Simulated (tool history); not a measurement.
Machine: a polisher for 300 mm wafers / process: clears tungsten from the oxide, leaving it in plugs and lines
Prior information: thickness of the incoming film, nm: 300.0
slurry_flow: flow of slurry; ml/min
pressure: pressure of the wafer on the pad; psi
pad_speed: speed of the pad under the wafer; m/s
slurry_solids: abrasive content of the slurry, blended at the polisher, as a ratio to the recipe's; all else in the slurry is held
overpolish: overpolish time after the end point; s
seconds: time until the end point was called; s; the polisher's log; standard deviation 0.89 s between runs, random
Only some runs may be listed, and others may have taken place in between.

run,hour,slurry_flow,pressure,pad_speed,slurry_solids,overpolish,seconds
1,0.0,140,4.0,1.34,1.0,35,47.684
2,8.8,140,4.4,1.34,1.0,35,43.406
3,13.2,135,3.7,1.26,1.0,35,54.807
4,21.6,135,3.7,1.26,1.2,35,52.495
5,30.2,130,3.2,1.20,1.2,35,63.981
6,32.7,130,3.2,1.52,1.2,35,52.577
7,33.3,125,2.8,1.40,1.2,35,64.319

What does the tool deliver on the next run?
8,41.1,120,2.5,1.34,1.2,35,?

Logged for run 8: seconds 74.591 s.
